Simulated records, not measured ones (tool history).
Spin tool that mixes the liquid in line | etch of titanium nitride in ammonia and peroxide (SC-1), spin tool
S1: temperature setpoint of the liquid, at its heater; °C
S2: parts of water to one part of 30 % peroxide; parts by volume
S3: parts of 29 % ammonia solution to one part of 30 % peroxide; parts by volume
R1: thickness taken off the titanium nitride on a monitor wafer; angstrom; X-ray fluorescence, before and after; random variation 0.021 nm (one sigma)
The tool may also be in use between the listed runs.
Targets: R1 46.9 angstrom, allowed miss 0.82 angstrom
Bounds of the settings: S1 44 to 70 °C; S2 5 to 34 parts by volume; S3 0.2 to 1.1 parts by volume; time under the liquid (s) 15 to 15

{"run": 1, "hour": 0.0, "S1": 60, "S2": 19, "S3": 0.6, "time under the liquid (s)": 15, "R1": 17.846}
{"run": 2, "hour": 0.8, "S1": 63.5, "S2": 19, "S3": 0.6, "time under the liquid (s)": 15, "R1": 22.26}
{"run": 3, "hour": 4.8, "S1": 63.5, "S2": 19, "S3": 0.6, "time under the liquid (s)": 15, "R1": 22.365}
{"run": 4, "hour": 9.8, "S1": 64.5, "S2": 17, "S3": 0.6, "time under the liquid (s)": 15, "R1": 25.273}
{"run": 5, "hour": 16.5, "S1": 64.5, "S2": 20, "S3": 0.6, "time under the liquid (s)": 15, "R1": 23.114}
{"run": 6, "hour": 21.2, "S1": 65.5, "S2": 18, "S3": 0.6, "time under the liquid (s)": 15, "R1": 26.085}
{"run": 7, "hour": 25.2, "S1": 66, "S2": 16.5, "S3": 0.6, "time under the liquid (s)": 15, "R1": 28.396}
{"run": 8, "hour": 28.3, "S1": 66.5, "S2": 15, "S3": 0.6, "time under the liquid (s)": 15, "R1": 30.531}
{"run": 9, "hour": 36.4, "S1": 67, "S2": 14, "S3": 0.6, "time under the liquid (s)": 15, "R1": 32.966}
{"run": 10, "hour": 38.1, "S1": 67.5, "S2": 13, "S3": 0.6, "time under the liquid (s)": 15, "R1": 35.262}
{"run": 11, "hour": 45.6, "S1": 68, "S2": 12.5, "S3": 0.6, "time under the liquid (s)": 15, "R1": 37.352}
{"run": 12, "hour": 48.8, "S1": 70, "S2": 9, "S3": 0.6, "time under the liquid (s)": 15, "R1": 50.386}
{"run": 13, "hour": 51.0, "S1": 69.5, "S2": 9, "S3": 0.6, "time under the liquid (s)": 15, "R1": 48.694}

4 next moves are on the table. One of them brings every result within its allowed miss. Which?
{"run": "A", "hour": 53.2, "S1": 66.5, "S2": 5, "S3": 0.5, "time under the liquid (s)": 15, "R1": "?"}
{"run": "B", "hour": 53.2, "S1": 68, "S2": 8.5, "S3": 0.75, "time under the liquid (s)": 15, "R1": "?"}
{"run": "C", "hour": 53.2, "S1": 70, "S2": 8.5, "S3": 0.7, "time under the liquid (s)": 15, "R1": "?"}
{"run": "D", "hour": 53.2, "S1": 67, "S2": 5.5, "S3": 0.55, "time under the liquid (s)": 15, "R1": "?"}

move=A R1=51.858
move=B R1=47.017
move=C R1=52.665
move=D R1=51.952
A: further off than the last run
B: meets every target
C: further off than the last run
D: further off than the last run
The right move is B.
